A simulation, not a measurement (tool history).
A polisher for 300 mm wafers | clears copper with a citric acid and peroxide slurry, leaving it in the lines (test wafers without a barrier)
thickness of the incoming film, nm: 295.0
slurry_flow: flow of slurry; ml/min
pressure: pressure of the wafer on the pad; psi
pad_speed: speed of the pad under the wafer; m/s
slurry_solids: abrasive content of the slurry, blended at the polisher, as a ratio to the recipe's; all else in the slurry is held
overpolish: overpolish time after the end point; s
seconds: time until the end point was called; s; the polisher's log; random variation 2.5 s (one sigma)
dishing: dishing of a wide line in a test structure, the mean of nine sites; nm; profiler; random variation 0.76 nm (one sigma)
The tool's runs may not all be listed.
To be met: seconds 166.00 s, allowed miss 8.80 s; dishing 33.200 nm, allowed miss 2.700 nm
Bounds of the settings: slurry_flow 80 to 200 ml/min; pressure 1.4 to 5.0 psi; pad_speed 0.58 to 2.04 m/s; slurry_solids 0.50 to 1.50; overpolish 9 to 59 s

Run 1, hour 0.0: slurry_flow 130 ml/min, pressure 3.2 psi, pad_speed 1.30 m/s, slurry_solids 1.00, overpolish 30 s. Result: seconds 104.04 s, dishing 49.459 nm.
Run 2, hour 5.8: slurry_flow 100 ml/min, pressure 3.2 psi, pad_speed 1.30 m/s, slurry_solids 1.00, overpolish 30 s. Result: seconds 111.98 s, dishing 48.734 nm.
Run 3, hour 10.9: slurry_flow 100 ml/min, pressure 2.9 psi, pad_speed 1.30 m/s, slurry_solids 1.00, overpolish 29 s. Result: seconds 123.56 s, dishing 40.674 nm.
Run 4, hour 13.9: slurry_flow 100 ml/min, pressure 2.7 psi, pad_speed 1.28 m/s, slurry_solids 1.00, overpolish 30 s. Result: seconds 128.40 s, dishing 41.787 nm.
At hour 18.2: slurry blender recalibrated.
Run 5, hour 18.2: slurry_flow 100 ml/min, pressure 2.5 psi, pad_speed 1.28 m/s, slurry_solids 1.00, overpolish 30 s. Result: seconds 134.52 s, dishing 37.620 nm.
Run 6, hour 21.7: slurry_flow 100 ml/min, pressure 2.5 psi, pad_speed 1.60 m/s, slurry_solids 1.00, overpolish 30 s. Result: seconds 119.35 s, dishing 44.219 nm.
Run 7, hour 24.2: slurry_flow 100 ml/min, pressure 2.3 psi, pad_speed 1.58 m/s, slurry_solids 1.00, overpolish 31 s. Result: seconds 126.67 s, dishing 43.155 nm.
Run 8, hour 28.7: slurry_flow 100 ml/min, pressure 2.1 psi, pad_speed 1.58 m/s, slurry_solids 1.00, overpolish 31 s. Result: seconds 142.89 s, dishing 39.618 nm.

4 next moves are on the table. One of them brings every result within its allowed miss. Which?
Run A, hour 33.2: slurry_flow 95 ml/min, pressure 2.3 psi, pad_speed 2.00 m/s, slurry_solids 0.95, overpolish 21 s. Result: seconds ?, dishing ?.
Run B, hour 33.2: slurry_flow 90 ml/min, pressure 2.5 psi, pad_speed 1.28 m/s, slurry_solids 1.25, overpolish 21 s. Result: seconds ?, dishing ?.
Run C, hour 33.2: slurry_flow 85 ml/min, pressure 2.5 psi, pad_speed 1.70 m/s, slurry_solids 1.05, overpolish 23 s. Result: seconds ?, dishing ?.
Run D, hour 33.2: slurry_flow 85 ml/min, pressure 1.9 psi, pad_speed 1.42 m/s, slurry_solids 1.10, overpolish 30 s. Result: seconds ?, dishing ?.

move  seconds  dishing
   A   113.28   34.918
   B   134.02   30.534
   C   118.18   36.507
   D   167.68   33.569
A: further off than the last run
B: further off than the last run
C: further off than the last run
D: meets every target
Move D is the one to make.
